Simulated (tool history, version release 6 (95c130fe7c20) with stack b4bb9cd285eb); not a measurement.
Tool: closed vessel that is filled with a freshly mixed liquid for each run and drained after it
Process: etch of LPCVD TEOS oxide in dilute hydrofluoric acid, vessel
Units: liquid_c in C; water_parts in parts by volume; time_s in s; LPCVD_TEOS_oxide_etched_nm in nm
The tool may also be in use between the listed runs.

run 1 hour=0.0 | liquid_c=24.0 water_parts=155 time_s=80 | LPCVD_TEOS_oxide_etched_nm=14.766
run 2 hour=6.2 | liquid_c=26.5 water_parts=155 time_s=80 | LPCVD_TEOS_oxide_etched_nm=16.135
run 3 hour=8.4 | liquid_c=26.5 water_parts=205 time_s=80 | LPCVD_TEOS_oxide_etched_nm=11.609
run 4 hour=14.4 | liquid_c=26.5 water_parts=225 time_s=80 | LPCVD_TEOS_oxide_etched_nm=10.440
run 5 hour=22.2 | liquid_c=27.5 water_parts=185 time_s=80 | LPCVD_TEOS_oxide_etched_nm=13.908
run 6 hour=26.9 | liquid_c=26.0 water_parts=185 time_s=80 | LPCVD_TEOS_oxide_etched_nm=12.990
run 7 hour=31.4 | liquid_c=30.0 water_parts=120 time_s=80 | LPCVD_TEOS_oxide_etched_nm=24.976
run 8 hour=34.6 | liquid_c=30.5 water_parts=110 time_s=80 | LPCVD_TEOS_oxide_etched_nm=28.350
run 9 hour=37.6 | liquid_c=30.5 water_parts=110 time_s=80 | LPCVD_TEOS_oxide_etched_nm=28.032
run 10 hour=38.6 | liquid_c=31.0 water_parts=105 time_s=80 | LPCVD_TEOS_oxide_etched_nm=30.345
run 11 hour=46.0 | liquid_c=31.0 water_parts=100 time_s=80 | LPCVD_TEOS_oxide_etched_nm=32.254
run 12 hour=50.4 | liquid_c=31.0 water_parts=100 time_s=80 | LPCVD_TEOS_oxide_etched_nm=32.070
run 13 hour=54.7 | liquid_c=31.0 water_parts=95 time_s=80 | LPCVD_TEOS_oxide_etched_nm=34.133
run 14 hour=56.0 | liquid_c=31.5 water_parts=90 time_s=80 | LPCVD_TEOS_oxide_etched_nm=36.882
run 15 hour=59.1 | liquid_c=32.0 water_parts=90 time_s=80 | LPCVD_TEOS_oxide_etched_nm=37.392

Forecast run 16:
run 16 hour=64.5 | liquid_c=32.0 water_parts=85 time_s=80 | LPCVD_TEOS_oxide_etched_nm=?

LPCVD_TEOS_oxide_etched_nm: 40.423 nm
